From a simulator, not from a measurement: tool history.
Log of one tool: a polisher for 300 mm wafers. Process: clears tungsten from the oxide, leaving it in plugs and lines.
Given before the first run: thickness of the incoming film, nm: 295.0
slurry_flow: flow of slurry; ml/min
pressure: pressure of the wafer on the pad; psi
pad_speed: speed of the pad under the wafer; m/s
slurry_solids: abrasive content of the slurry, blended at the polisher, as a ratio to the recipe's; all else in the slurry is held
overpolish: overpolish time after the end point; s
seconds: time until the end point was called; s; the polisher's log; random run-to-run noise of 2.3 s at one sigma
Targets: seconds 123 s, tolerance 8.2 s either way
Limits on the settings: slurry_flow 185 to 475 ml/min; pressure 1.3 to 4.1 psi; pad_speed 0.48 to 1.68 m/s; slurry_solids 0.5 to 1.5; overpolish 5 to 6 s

run 1 hour=0 | slurry_flow=305 pressure=2.7 pad_speed=1.08 slurry_solids=1 overpolish=6 | seconds=80.701
run 2 hour=7.9 | slurry_flow=305 pressure=2.7 pad_speed=1.08 slurry_solids=0.9 overpolish=6 | seconds=86.727
run 3 hour=10.5 | slurry_flow=305 pressure=2.7 pad_speed=1.08 slurry_solids=1 overpolish=6 | seconds=81.918
run 4 hour=18.3 | slurry_flow=305 pressure=2.6 pad_speed=1.06 slurry_solids=1 overpolish=6 | seconds=85.158
run 5 hour=26.5 | slurry_flow=305 pressure=2.6 pad_speed=1.16 slurry_solids=1 overpolish=6 | seconds=79.229
run 6 hour=31 | slurry_flow=230 pressure=2.6 pad_speed=1.16 slurry_solids=1 overpolish=6 | seconds=81.937
run 7 hour=36.9 | slurry_flow=230 pressure=2.5 pad_speed=1.14 slurry_solids=1 overpolish=6 | seconds=85.095
run 8 hour=41.9 | slurry_flow=230 pressure=2.4 pad_speed=1.12 slurry_solids=1 overpolish=6 | seconds=90.978
run 9 hour=44.9 | slurry_flow=230 pressure=2.3 pad_speed=1.12 slurry_solids=1 overpolish=6 | seconds=92.962
run 10 hour=47.8 | slurry_flow=230 pressure=2.2 pad_speed=1.12 slurry_solids=1 overpolish=6 | seconds=99.505
run 11 hour=55.1 | slurry_flow=230 pressure=2.2 pad_speed=1.12 slurry_solids=1 overpolish=6 | seconds=96.718
run 12 hour=59.1 | slurry_flow=230 pressure=2.1 pad_speed=1.12 slurry_solids=1 overpolish=6 | seconds=102.27
run 13 hour=66.6 | slurry_flow=230 pressure=2 pad_speed=1.12 slurry_solids=1 overpolish=6 | seconds=106.76
run 14 hour=69.5 | slurry_flow=230 pressure=1.6 pad_speed=1.1 slurry_solids=1 overpolish=6 | seconds=134.89

Below are 4 possible settings for the next run. Only one of them brings all results inside the allowed miss of their targets. Which is it?
run A hour=72.4 | slurry_flow=230 pressure=1.4 pad_speed=1.22 slurry_solids=0.95 overpolish=6 | seconds=?
run B hour=72.4 | slurry_flow=235 pressure=1.8 pad_speed=0.98 slurry_solids=0.85 overpolish=5 | seconds=?
run C hour=72.4 | slurry_flow=195 pressure=1.6 pad_speed=1.06 slurry_solids=0.95 overpolish=5 | seconds=?
run D hour=72.4 | slurry_flow=210 pressure=1.7 pad_speed=1.16 slurry_solids=1.05 overpolish=5 | seconds=?

move=A seconds=141.89
move=B seconds=141.81
move=C seconds=146.69
move=D seconds=122.31
A: moves away from the targets compared with the last run
B: moves away from the targets compared with the last run
C: moves away from the targets compared with the last run
D: in spec on every target
D meets every target.

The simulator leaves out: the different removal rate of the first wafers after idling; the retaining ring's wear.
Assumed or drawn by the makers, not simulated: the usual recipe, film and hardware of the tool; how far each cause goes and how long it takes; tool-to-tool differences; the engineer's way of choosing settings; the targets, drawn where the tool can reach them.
